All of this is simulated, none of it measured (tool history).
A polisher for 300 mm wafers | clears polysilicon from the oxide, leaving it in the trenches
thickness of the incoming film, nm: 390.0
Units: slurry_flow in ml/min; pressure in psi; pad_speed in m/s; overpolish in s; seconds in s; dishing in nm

run  hour  slurry_flow  pressure  pad_speed  overpolish  seconds  dishing
  1   0.0          160       3.1       1.14          18   25.229   25.587
  2   5.9          160       2.7       1.14          18   28.118   25.637
  3  10.4          160       2.5       1.12          18   30.463   25.846
  4  14.3          160       2.4       1.10          18   32.401   25.995
  5  22.1          160       2.4       1.28          18   27.546   25.048
  6  28.7          160       2.4       1.28          14   28.522   26.148

Run 7 comes next. What will it give?
  7  32.0          160       2.2       1.28          15        ?        ?

seconds: 29.244 s
dishing: 24.897 nm

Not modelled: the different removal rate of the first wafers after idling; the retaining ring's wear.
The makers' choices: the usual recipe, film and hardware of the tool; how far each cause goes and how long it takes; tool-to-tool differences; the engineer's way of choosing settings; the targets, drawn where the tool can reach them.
